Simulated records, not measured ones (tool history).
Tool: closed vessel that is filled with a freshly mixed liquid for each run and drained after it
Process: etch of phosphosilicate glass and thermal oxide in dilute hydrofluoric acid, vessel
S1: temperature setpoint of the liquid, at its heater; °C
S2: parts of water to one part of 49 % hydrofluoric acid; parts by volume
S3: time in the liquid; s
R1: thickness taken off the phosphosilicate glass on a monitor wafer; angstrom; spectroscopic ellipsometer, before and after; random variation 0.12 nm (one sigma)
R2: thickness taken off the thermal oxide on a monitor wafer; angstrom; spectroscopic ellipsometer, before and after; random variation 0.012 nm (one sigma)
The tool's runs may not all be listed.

{"run": 1, "hour": 0.0, "S1": 26, "S2": 100, "S3": 85, "R1": 623.17, "R2": 47.599}
{"run": 2, "hour": 3.6, "S1": 26, "S2": 100, "S3": 60, "R1": 439.82, "R2": 34.016}
{"run": 3, "hour": 10.7, "S1": 24.5, "S2": 110, "S3": 60, "R1": 378.05, "R2": 28.914}
{"run": 4, "hour": 15.6, "S1": 24.5, "S2": 110, "S3": 45, "R1": 281.84, "R2": 21.712}
{"run": 5, "hour": 18.1, "S1": 21.5, "S2": 110, "S3": 45, "R1": 251.61, "R2": 19.417}
{"run": 6, "hour": 24.8, "S1": 21, "S2": 110, "S3": 45, "R1": 245.7, "R2": 19.156}

Run 7 comes next. What will it give?
{"run": 7, "hour": 33.0, "S1": 18, "S2": 125, "S3": 45, "R1": "?", "R2": "?"}

Logged for run 7: R1 187.72 angstrom, R2 14.63 angstrom.
